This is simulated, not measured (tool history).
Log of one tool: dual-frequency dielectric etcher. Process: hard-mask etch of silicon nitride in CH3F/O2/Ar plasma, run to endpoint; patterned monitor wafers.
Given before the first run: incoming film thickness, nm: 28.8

{"run": 1, "hour": 0.0, "source power (W)": 390, "bias power (W)": 54, "endpoint time (s)": 42.387}
{"run": 2, "hour": 2.1, "source power (W)": 350, "bias power (W)": 54, "endpoint time (s)": 43.655}
{"run": 3, "hour": 6.5, "source power (W)": 290, "bias power (W)": 54, "endpoint time (s)": 46.009}
{"run": 4, "hour": 10.6, "source power (W)": 320, "bias power (W)": 55, "endpoint time (s)": 44.309}
{"run": 5, "hour": 14.4, "source power (W)": 280, "bias power (W)": 55, "endpoint time (s)": 46.169}
{"run": 6, "hour": 22.5, "source power (W)": 310, "bias power (W)": 56, "endpoint time (s)": 44.436}

Predict the results of run 7:
{"run": 7, "hour": 29.6, "source power (W)": 340, "bias power (W)": 56, "endpoint time (s)": "?"}

Run 7 gave endpoint time (s) 43.564.

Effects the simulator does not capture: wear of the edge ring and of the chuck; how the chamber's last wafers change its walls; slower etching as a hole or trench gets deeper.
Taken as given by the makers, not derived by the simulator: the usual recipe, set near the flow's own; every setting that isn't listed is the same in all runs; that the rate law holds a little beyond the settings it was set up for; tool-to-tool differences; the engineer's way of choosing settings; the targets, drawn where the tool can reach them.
